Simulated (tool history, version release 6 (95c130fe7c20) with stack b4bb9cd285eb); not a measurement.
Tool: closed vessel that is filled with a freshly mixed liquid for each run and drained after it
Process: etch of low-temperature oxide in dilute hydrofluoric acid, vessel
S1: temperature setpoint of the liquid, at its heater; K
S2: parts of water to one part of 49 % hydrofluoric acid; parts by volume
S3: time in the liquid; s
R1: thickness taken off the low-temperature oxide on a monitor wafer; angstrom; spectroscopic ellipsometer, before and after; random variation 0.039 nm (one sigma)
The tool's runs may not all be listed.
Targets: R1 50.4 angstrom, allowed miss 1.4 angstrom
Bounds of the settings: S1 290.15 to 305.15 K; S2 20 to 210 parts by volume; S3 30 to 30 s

run,hour,S1,S2,S3,R1
1,0,297.15,115,30,78.622
2,7.4,297.15,115,30,78.832
3,15.1,296.15,115,30,75.101
4,16.4,295.65,115,30,73.718
5,17.2,293.65,115,30,67.405
6,21.7,293.65,80,30,100.7
7,26.4,293.15,85,30,92.391
8,33.1,292.65,90,30,85.007
9,36.4,292.15,95,30,79.26
10,39.4,292.15,100,30,74.639
11,40.1,292.15,105,30,70.917
12,44.2,292.15,105,30,71.501
13,47.3,292.15,110,30,66.08
14,48.7,291.15,120,30,58.962
15,54.8,290.65,125,30,54.058

Which of these 4 next moves meets every target?
A,60.9,290.15,115,30,?
B,60.9,292.65,125,30,?
C,60.9,291.65,120,30,?
D,60.9,293.15,145,30,?

move,R1
A,58.521
B,59.065
C,59.375
D,50.868
A: further off than the last run
B: further off than the last run
C: further off than the last run
D: meets every target
Answer: D
